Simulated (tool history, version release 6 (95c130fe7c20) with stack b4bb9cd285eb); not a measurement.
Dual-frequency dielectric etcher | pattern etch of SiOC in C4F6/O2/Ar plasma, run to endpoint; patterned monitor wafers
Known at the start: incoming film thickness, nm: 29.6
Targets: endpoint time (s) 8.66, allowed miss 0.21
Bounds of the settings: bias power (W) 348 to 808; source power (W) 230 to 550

| run | hour | bias power (W) | source power (W) | endpoint time (s) |
|---|---|---|---|---|
| 1 | 0 | 578 | 390 | 9.9961 |
| 2 | 7.3 | 596 | 390 | 9.7172 |
| 3 | 16.1 | 596 | 440 | 9.2194 |
| 4 | 19.4 | 652 | 440 | 8.812 |
| 5 | 27.4 | 580 | 440 | 9.2527 |
| 6 | 34 | 588 | 440 | 9.2974 |
| 7 | 35.1 | 596 | 440 | 9.2417 |
| 8 | 38.1 | 603 | 440 | 9.1673 |

Which of these 5 next moves meets every target?
| A | 41.1 | 573 | 400 | ? |
| B | 41.1 | 602 | 350 | ? |
| C | 41.1 | 501 | 470 | ? |
| D | 41.1 | 578 | 420 | ? |
| E | 41.1 | 635 | 470 | ? |

| move | endpoint time (s) |
|---|---|
| A | 9.8653 |
| B | 10.337 |
| C | 9.6517 |
| D | 9.5963 |
| E | 8.7404 |
A: further off than the last run
B: further off than the last run
C: further off than the last run
D: further off than the last run
E: meets every target
The right move is E.
